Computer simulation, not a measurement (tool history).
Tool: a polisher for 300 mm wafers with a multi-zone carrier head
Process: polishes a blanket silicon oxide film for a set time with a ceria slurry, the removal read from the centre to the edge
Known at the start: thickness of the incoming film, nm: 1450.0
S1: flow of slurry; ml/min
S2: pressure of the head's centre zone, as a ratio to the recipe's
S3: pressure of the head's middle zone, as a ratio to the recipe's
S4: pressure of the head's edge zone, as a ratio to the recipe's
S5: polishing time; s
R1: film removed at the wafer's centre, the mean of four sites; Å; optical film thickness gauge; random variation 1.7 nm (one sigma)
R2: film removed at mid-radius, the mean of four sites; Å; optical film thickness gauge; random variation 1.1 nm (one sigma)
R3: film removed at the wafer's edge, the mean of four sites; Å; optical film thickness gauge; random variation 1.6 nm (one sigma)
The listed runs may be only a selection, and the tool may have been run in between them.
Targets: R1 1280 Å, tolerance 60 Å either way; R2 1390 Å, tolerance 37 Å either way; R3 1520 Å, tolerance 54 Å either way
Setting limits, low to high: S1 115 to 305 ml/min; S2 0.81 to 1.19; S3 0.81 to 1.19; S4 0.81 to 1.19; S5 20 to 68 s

Run 1, hour 0: S1 195 ml/min, S2 1, S3 1, S4 1, S5 44 s. Result: R1 1827.5 Å, R2 1901.8 Å, R3 1897.5 Å.
Run 2, hour 2.6: S1 185 ml/min, S2 0.97, S3 0.97, S4 0.98, S5 43 s. Result: R1 1733 Å, R2 1798.4 Å, R3 1843.8 Å.
Run 3, hour 4.7: S1 180 ml/min, S2 0.95, S3 0.96, S4 0.97, S5 42 s. Result: R1 1657.2 Å, R2 1743 Å, R3 1772.7 Å.
Run 4, hour 6: S1 175 ml/min, S2 0.93, S3 0.94, S4 0.97, S5 41 s. Result: R1 1581.3 Å, R2 1636.6 Å, R3 1690.9 Å.
Run 5, hour 8.4: S1 175 ml/min, S2 0.89, S3 0.94, S4 0.97, S5 41 s. Result: R1 1505.3 Å, R2 1636.3 Å, R3 1705.8 Å.
Run 6, hour 12.9: S1 175 ml/min, S2 0.89, S3 1, S4 0.97, S5 41 s. Result: R1 1490.6 Å, R2 1741.5 Å, R3 1731.2 Å.
Run 7, hour 17.7: S1 170 ml/min, S2 0.88, S3 0.98, S4 0.97, S5 40 s. Result: R1 1445.7 Å, R2 1658.6 Å, R3 1677.8 Å.
Run 8, hour 21.3: S1 135 ml/min, S2 0.81, S3 0.88, S4 0.92, S5 38 s. Result: R1 1192.4 Å, R2 1373 Å, R3 1495.9 Å.

Next run, 4 choices. One meets every target within its allowed miss, the rest don't. Which?
Run A, hour 24.9: S1 120 ml/min, S2 0.81, S3 0.9, S4 0.9, S5 36 s. Result: R1 ?, R2 ?, R3 ?.
Run B, hour 24.9: S1 115 ml/min, S2 0.81, S3 0.88, S4 0.98, S5 39 s. Result: R1 ?, R2 ?, R3 ?.
Run C, hour 24.9: S1 150 ml/min, S2 0.93, S3 0.9, S4 0.81, S5 36 s. Result: R1 ?, R2 ?, R3 ?.
Run D, hour 24.9: S1 130 ml/min, S2 0.88, S3 0.91, S4 0.97, S5 37 s. Result: R1 ?, R2 ?, R3 ?.

move      R1      R2      R3
   A  1099.6  1308.7  1365.9
   B  1178.2  1378.2  1530.1
   C  1329.6  1367.8    1345
   D  1252.8  1380.1  1471.1
A: moves away from the targets compared with the last run
B: moves away from the targets compared with the last run
C: puts the biggest miss on target and leaves a different result outside tolerance
D: hits every target within its allowed miss
The move that meets every target is D.
